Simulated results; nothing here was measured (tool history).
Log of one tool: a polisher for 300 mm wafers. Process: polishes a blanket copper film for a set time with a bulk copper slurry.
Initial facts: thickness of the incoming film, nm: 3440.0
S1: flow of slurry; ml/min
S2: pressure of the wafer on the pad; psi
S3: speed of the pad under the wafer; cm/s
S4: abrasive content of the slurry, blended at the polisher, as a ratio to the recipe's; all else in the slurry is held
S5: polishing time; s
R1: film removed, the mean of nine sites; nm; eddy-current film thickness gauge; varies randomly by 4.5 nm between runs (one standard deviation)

run	day	S1	S2	S3	S4	S5	R1
1	0	125	2.5	96	1	67	545
2	0.029	125	2.5	112	1	67	629.9
3	0.321	145	2.5	112	1	67	652.32
4	0.633	140	2.3	112	1	67	605.64
5	1.008	130	2.2	112	1	67	567.73
6	1.3	155	2.2	112	1	67	586.82
7	1.362	150	2.1	112	1	67	567.95
8	1.508	145	2	112	1	67	532.25

Forecast run 9:
9	1.817	145	2	112	1	67	?

Run 9 measured R1 535.4 nm.

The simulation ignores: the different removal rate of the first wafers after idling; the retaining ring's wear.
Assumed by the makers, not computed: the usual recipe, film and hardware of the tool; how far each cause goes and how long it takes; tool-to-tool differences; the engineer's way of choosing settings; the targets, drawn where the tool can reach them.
